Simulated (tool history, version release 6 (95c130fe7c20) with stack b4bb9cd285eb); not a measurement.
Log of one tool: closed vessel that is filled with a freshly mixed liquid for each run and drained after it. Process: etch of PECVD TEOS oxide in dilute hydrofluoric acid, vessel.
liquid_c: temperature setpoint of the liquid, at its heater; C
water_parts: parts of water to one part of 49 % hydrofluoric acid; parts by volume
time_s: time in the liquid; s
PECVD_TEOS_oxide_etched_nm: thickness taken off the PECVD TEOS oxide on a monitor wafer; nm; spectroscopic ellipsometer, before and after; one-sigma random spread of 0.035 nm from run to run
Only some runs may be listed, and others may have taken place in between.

Run 1, day 0: liquid_c 22 C, water_parts 250 parts by volume, time_s 30 s. Result: PECVD_TEOS_oxide_etched_nm 2.8173 nm.
Run 2, day 0.275: liquid_c 24 C, water_parts 210 parts by volume, time_s 30 s. Result: PECVD_TEOS_oxide_etched_nm 3.7517 nm.
Run 3, day 0.375: liquid_c 25.5 C, water_parts 185 parts by volume, time_s 30 s. Result: PECVD_TEOS_oxide_etched_nm 4.6204 nm.
Run 4, day 0.625: liquid_c 26.5 C, water_parts 170 parts by volume, time_s 30 s. Result: PECVD_TEOS_oxide_etched_nm 5.2594 nm.
Run 5, day 0.675: liquid_c 30 C, water_parts 170 parts by volume, time_s 30 s. Result: PECVD_TEOS_oxide_etched_nm 5.9886 nm.
Run 6, day 0.717: liquid_c 30 C, water_parts 170 parts by volume, time_s 30 s. Result: PECVD_TEOS_oxide_etched_nm 6.0149 nm.

Expected results for the next run?
Run 7, day 0.921: liquid_c 30 C, water_parts 155 parts by volume, time_s 30 s. Result: PECVD_TEOS_oxide_etched_nm ?.

Run 7 gave PECVD_TEOS_oxide_etched_nm 6.6748 nm.
